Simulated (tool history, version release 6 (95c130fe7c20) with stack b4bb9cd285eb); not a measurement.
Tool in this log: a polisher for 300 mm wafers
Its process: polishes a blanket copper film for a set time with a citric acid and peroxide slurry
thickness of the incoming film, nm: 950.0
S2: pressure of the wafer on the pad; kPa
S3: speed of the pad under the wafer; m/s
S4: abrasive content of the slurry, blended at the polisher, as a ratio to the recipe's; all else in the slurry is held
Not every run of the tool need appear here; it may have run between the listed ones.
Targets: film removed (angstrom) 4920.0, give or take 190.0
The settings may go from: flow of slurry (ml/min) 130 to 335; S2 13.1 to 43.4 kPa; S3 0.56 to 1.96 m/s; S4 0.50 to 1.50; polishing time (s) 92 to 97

run 1 hour=0.0 | flow_of_slurry_(ml/min)=215 S2=28.3 S3=1.26 S4=1.00 polishing_time_(s)=92 | film_removed_(angstrom)=3479.1
run 2 hour=5.6 | flow_of_slurry_(ml/min)=160 S2=28.3 S3=1.26 S4=1.00 polishing_time_(s)=92 | film_removed_(angstrom)=3385.2
run 3 hour=14.3 | flow_of_slurry_(ml/min)=160 S2=28.3 S3=1.08 S4=1.00 polishing_time_(s)=92 | film_removed_(angstrom)=2986.5
run 4 hour=15.6 | flow_of_slurry_(ml/min)=160 S2=32.4 S3=1.10 S4=1.00 polishing_time_(s)=92 | film_removed_(angstrom)=3372.7
run 5 hour=24.0 | flow_of_slurry_(ml/min)=160 S2=32.4 S3=1.10 S4=1.20 polishing_time_(s)=92 | film_removed_(angstrom)=3489.7
run 6 hour=29.4 | flow_of_slurry_(ml/min)=160 S2=32.4 S3=0.90 S4=1.20 polishing_time_(s)=92 | film_removed_(angstrom)=3069.5
run 7 hour=34.5 | flow_of_slurry_(ml/min)=160 S2=35.9 S3=0.96 S4=1.20 polishing_time_(s)=92 | film_removed_(angstrom)=3406.0
run 8 hour=42.5 | flow_of_slurry_(ml/min)=160 S2=37.9 S3=1.04 S4=1.20 polishing_time_(s)=92 | film_removed_(angstrom)=3812.3
run 9 hour=49.1 | flow_of_slurry_(ml/min)=160 S2=39.3 S3=1.08 S4=1.20 polishing_time_(s)=92 | film_removed_(angstrom)=4082.9
run 10 hour=53.6 | flow_of_slurry_(ml/min)=160 S2=40.7 S3=1.12 S4=1.20 polishing_time_(s)=92 | film_removed_(angstrom)=4271.1
run 11 hour=54.8 | flow_of_slurry_(ml/min)=160 S2=41.4 S3=1.16 S4=1.20 polishing_time_(s)=92 | film_removed_(angstrom)=4440.5
run 12 hour=60.4 | flow_of_slurry_(ml/min)=160 S2=42.1 S3=1.18 S4=1.20 polishing_time_(s)=92 | film_removed_(angstrom)=4584.5

Next run, 4 choices. One meets every target within its allowed miss, the rest don't. Which?
run A hour=66.0 | flow_of_slurry_(ml/min)=185 S2=43.4 S3=1.24 S4=1.25 polishing_time_(s)=97 | film_removed_(angstrom)=?
run B hour=66.0 | flow_of_slurry_(ml/min)=245 S2=36.5 S3=1.36 S4=1.50 polishing_time_(s)=92 | film_removed_(angstrom)=?
run C hour=66.0 | flow_of_slurry_(ml/min)=160 S2=42.7 S3=1.26 S4=1.30 polishing_time_(s)=97 | film_removed_(angstrom)=?
run D hour=66.0 | flow_of_slurry_(ml/min)=160 S2=36.5 S3=1.26 S4=1.00 polishing_time_(s)=97 | film_removed_(angstrom)=?

move=A film_removed_(angstrom)=5327.4
move=B film_removed_(angstrom)=5029.4
move=C film_removed_(angstrom)=5220.0
move=D film_removed_(angstrom)=4376.4
A: takes the result that was furthest off past its target
B: meets every target
C: takes the result that was furthest off past its target
D: the biggest miss grows against the last run
Go with B: it meets all targets.
